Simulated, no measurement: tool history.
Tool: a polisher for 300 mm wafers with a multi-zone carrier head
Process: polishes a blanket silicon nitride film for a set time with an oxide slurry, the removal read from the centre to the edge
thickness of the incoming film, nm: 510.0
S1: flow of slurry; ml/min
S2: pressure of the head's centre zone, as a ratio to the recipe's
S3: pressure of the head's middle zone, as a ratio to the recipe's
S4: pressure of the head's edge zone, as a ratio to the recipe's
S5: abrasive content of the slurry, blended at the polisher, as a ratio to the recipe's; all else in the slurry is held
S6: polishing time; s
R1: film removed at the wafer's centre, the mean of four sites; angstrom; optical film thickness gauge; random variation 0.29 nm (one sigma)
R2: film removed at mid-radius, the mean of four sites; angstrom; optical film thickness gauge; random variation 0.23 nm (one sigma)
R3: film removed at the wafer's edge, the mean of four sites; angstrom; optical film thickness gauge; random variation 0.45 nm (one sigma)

run,hour,S1,S2,S3,S4,S5,S6,R1,R2,R3
1,0.0,160,1.00,1.00,1.00,1.00,58,450.23,452.19,459.99
2,2.8,195,1.00,1.00,1.00,1.00,58,453.25,461.33,463.40
3,7.0,185,1.01,0.95,1.00,0.95,58,449.54,430.63,450.91
4,10.2,170,1.02,0.91,1.01,0.90,58,440.50,398.38,438.07
5,12.4,160,1.02,0.88,1.01,0.90,58,427.37,381.76,437.43
6,14.3,160,1.02,0.88,1.09,0.90,58,433.69,385.55,453.67
7,20.4,150,1.03,0.86,1.06,0.90,58,435.50,373.96,440.63
8,24.3,140,1.03,0.85,1.05,0.90,58,425.70,364.03,444.39
9,33.1,140,1.04,0.84,1.02,0.90,58,428.68,364.60,433.95
10,38.1,135,1.05,0.83,1.02,0.90,58,434.37,358.60,432.09

Run 11 comes next. What will it give?
11,39.2,105,1.06,0.81,0.99,0.90,58,?,?,?

R1: 413.86 angstrom
R2: 333.51 angstrom
R3: 416.75 angstrom
